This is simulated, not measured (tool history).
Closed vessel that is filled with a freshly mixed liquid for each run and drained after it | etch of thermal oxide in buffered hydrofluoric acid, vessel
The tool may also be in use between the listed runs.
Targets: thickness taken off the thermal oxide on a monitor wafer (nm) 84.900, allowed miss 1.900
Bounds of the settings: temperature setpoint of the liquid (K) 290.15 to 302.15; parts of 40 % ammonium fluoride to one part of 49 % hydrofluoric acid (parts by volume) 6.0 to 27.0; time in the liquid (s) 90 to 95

run,hour,temperature setpoint of the liquid (K),parts of 40 % ammonium fluoride to one part of 49 % hydrofluoric acid (parts by volume),time in the liquid (s),thickness taken off the thermal oxide on a monitor wafer (nm)
1,0.0,294.15,16.5,90,56.713
2,5.9,295.65,16.5,90,61.583
3,8.2,293.65,16.5,90,54.290
4,17.1,290.15,16.5,90,44.765
5,19.3,290.15,15.0,90,49.046
6,25.8,290.15,16.5,90,44.936
7,32.2,294.15,16.0,90,58.324
8,38.6,294.15,16.0,90,58.295
9,42.5,298.15,16.0,90,72.480
10,51.4,298.65,16.0,90,74.252
11,53.9,299.15,16.0,90,76.580
12,55.4,299.65,16.0,90,78.504
13,60.5,299.65,16.0,90,78.748
14,63.3,300.15,16.0,90,80.957

Which of these 5 next moves meets every target?
A,66.1,301.15,16.0,90,?
B,66.1,298.15,13.5,95,?
C,66.1,302.15,17.0,95,?
D,66.1,298.65,15.5,95,?
E,66.1,299.65,16.5,90,?

move,thickness taken off the thermal oxide on a monitor wafer (nm)
A,85.800
B,91.063
C,89.987
D,81.700
E,76.822
A: meets every target
B: takes the result that was furthest off past its target
C: takes the result that was furthest off past its target
D: nearer than the last run, and not there yet
E: further off than the last run
Move A is the one to make.
